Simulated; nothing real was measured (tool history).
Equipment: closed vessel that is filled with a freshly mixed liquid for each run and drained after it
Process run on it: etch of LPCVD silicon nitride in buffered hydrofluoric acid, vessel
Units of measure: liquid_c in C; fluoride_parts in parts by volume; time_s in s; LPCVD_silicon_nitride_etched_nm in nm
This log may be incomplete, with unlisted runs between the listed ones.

run  hour  liquid_c  fluoride_parts  time_s  LPCVD_silicon_nitride_etched_nm
  1     0        22              17    3120                           23.241
  2   9.4        22              17    3120                           23.217
  3  18.7      19.5              17    3120                           20.146
  4    22        22              16    3120                           24.852
  5  30.5        22              18    3120                           22.097
  6  32.2        22            20.5    3120                           19.439
  7  37.2        24              19    3120                           23.042
  8  45.8      25.5            17.5    3120                           27.163
  9  47.8      26.5            16.5    3120                            30.59
 10  54.3      26.5            16.5    3120                           30.467

The next listed run, before its measurement:
 11  62.7      27.5            15.5    3120                                ?

LPCVD_silicon_nitride_etched_nm: 34.179 nm
